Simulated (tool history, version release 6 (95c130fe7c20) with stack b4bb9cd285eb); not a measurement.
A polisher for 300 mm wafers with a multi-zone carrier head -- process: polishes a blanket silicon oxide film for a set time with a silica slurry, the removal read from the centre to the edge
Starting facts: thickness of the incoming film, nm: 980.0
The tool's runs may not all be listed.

run	hour	flow of slurry (ml/min)	pressure of the head's centre zone	pressure of the head's middle zone	pressure of the head's edge zone	abrasive content of the slurry	polishing time (s)	film removed at the wafer's centre (nm)	film removed at mid-radius (nm)	film removed at the wafer's edge (nm)
1	0.0	315	1.00	1.00	1.00	1.00	51	154.69	158.69	154.05
2	2.5	315	1.00	1.00	0.97	1.00	51	155.40	155.52	154.27
3	6.1	315	1.09	1.00	0.97	1.00	51	167.12	156.39	153.83
4	8.5	320	1.10	0.99	1.00	1.05	51	172.89	158.25	162.12
5	14.0	330	1.11	0.99	1.01	1.05	51	177.71	156.48	163.28
6	21.0	330	1.11	0.99	1.01	1.05	40	139.21	125.03	127.20
7	23.3	335	1.12	1.00	1.04	1.15	40	147.52	132.75	136.77
8	25.6	345	1.13	1.01	1.06	1.20	40	151.10	137.14	139.49
9	31.9	345	1.14	1.01	1.08	1.25	41	161.31	143.48	144.60
10	40.8	345	1.13	1.00	1.09	1.30	42	165.24	147.19	155.71

Estimate the outcome of run 11 from the log above:
11	48.8	345	1.14	1.00	1.10	1.35	42	?	?	?

{"run 11": {"film removed at the wafer's centre (nm)": 170.49, "film removed at mid-radius (nm)": 150.38, "film removed at the wafer's edge (nm)": 155.44}}

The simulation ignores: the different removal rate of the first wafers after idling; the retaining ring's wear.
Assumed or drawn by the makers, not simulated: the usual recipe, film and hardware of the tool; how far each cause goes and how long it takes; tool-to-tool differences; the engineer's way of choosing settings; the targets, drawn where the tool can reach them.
